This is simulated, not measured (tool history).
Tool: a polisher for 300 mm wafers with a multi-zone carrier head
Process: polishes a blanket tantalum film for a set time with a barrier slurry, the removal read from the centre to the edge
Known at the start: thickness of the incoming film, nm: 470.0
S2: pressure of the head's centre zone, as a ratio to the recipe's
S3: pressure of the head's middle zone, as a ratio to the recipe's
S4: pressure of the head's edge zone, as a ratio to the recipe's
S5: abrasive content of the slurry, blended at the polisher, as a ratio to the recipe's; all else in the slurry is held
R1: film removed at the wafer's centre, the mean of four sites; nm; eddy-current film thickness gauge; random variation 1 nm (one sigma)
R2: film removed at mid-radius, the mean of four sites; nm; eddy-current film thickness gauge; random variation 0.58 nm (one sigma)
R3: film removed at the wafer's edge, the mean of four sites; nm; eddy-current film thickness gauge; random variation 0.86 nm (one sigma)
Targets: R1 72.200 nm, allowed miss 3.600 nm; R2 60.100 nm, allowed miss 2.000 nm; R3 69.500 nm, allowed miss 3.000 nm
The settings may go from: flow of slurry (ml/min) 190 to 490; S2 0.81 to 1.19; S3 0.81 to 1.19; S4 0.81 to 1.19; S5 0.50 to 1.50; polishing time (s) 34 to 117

{"run": 1, "day": 0.0, "flow of slurry (ml/min)": 315, "S2": 1.0, "S3": 1.0, "S4": 1.0, "S5": 1.0, "polishing time (s)": 75, "R1": 96.511, "R2": 101.6, "R3": 102.21}
{"run": 2, "day": 0.046, "flow of slurry (ml/min)": 315, "S2": 1.0, "S3": 1.0, "S4": 1.0, "S5": 1.15, "polishing time (s)": 75, "R1": 104.01, "R2": 105.45, "R3": 104.35}
{"run": 3, "day": 0.325, "flow of slurry (ml/min)": 385, "S2": 1.0, "S3": 1.0, "S4": 1.0, "S5": 1.15, "polishing time (s)": 75, "R1": 104.58, "R2": 108.68, "R3": 107.41}
{"run": 4, "day": 0.546, "flow of slurry (ml/min)": 310, "S2": 1.0, "S3": 1.0, "S4": 1.0, "S5": 1.15, "polishing time (s)": 75, "R1": 101.35, "R2": 105.44, "R3": 106.79}
{"run": 5, "day": 0.875, "flow of slurry (ml/min)": 310, "S2": 1.0, "S3": 1.08, "S4": 1.0, "S5": 1.15, "polishing time (s)": 75, "R1": 101.27, "R2": 113.16, "R3": 105.78}
{"run": 6, "day": 1.046, "flow of slurry (ml/min)": 300, "S2": 1.03, "S3": 1.01, "S4": 0.99, "S5": 1.0, "polishing time (s)": 70, "R1": 94.041, "R2": 94.706, "R3": 94.217}
{"run": 7, "day": 1.112, "flow of slurry (ml/min)": 285, "S2": 1.05, "S3": 0.91, "S4": 0.96, "S5": 0.75, "polishing time (s)": 57, "R1": 68.89, "R2": 62.206, "R3": 68.038}
{"day": 1.204, "done": "slurry nozzle cleaned"}
{"run": 8, "day": 1.204, "flow of slurry (ml/min)": 285, "S2": 1.06, "S3": 0.9, "S4": 0.97, "S5": 0.75, "polishing time (s)": 57, "R1": 72.687, "R2": 64.687, "R3": 69.824}
{"run": 9, "day": 1.262, "flow of slurry (ml/min)": 280, "S2": 1.06, "S3": 0.88, "S4": 0.97, "S5": 0.75, "polishing time (s)": 57, "R1": 70.526, "R2": 62.278, "R3": 70.309}
{"run": 10, "day": 1.525, "flow of slurry (ml/min)": 280, "S2": 1.07, "S3": 0.87, "S4": 0.96, "S5": 0.75, "polishing time (s)": 57, "R1": 73.22, "R2": 62.346, "R3": 66.618}

Which of these 4 next moves meets every target?
{"run": "A", "day": 1.788, "flow of slurry (ml/min)": 380, "S2": 1.14, "S3": 0.91, "S4": 0.87, "S5": 0.95, "polishing time (s)": 49, "R1": "?", "R2": "?", "R3": "?"}
{"run": "B", "day": 1.788, "flow of slurry (ml/min)": 270, "S2": 1.15, "S3": 0.89, "S4": 0.92, "S5": 0.95, "polishing time (s)": 50, "R1": "?", "R2": "?", "R3": "?"}
{"run": "C", "day": 1.788, "flow of slurry (ml/min)": 315, "S2": 1.04, "S3": 0.89, "S4": 0.97, "S5": 0.85, "polishing time (s)": 54, "R1": "?", "R2": "?", "R3": "?"}
{"run": "D", "day": 1.788, "flow of slurry (ml/min)": 350, "S2": 1.07, "S3": 0.85, "S4": 1.04, "S5": 0.85, "polishing time (s)": 52, "R1": "?", "R2": "?", "R3": "?"}

move=A R1=74.912 R2=61.928 R3=63.127
move=B R1=74.222 R2=59.931 R3=64.378
move=C R1=70.881 R2=63.244 R3=69.328
move=D R1=71.008 R2=59.215 R3=69.627
A: brings the result that was furthest off to its target, and leaves another outside
B: brings the result that was furthest off to its target, and leaves another outside
C: further off than the last run
D: meets every target
Move D is the one to make.

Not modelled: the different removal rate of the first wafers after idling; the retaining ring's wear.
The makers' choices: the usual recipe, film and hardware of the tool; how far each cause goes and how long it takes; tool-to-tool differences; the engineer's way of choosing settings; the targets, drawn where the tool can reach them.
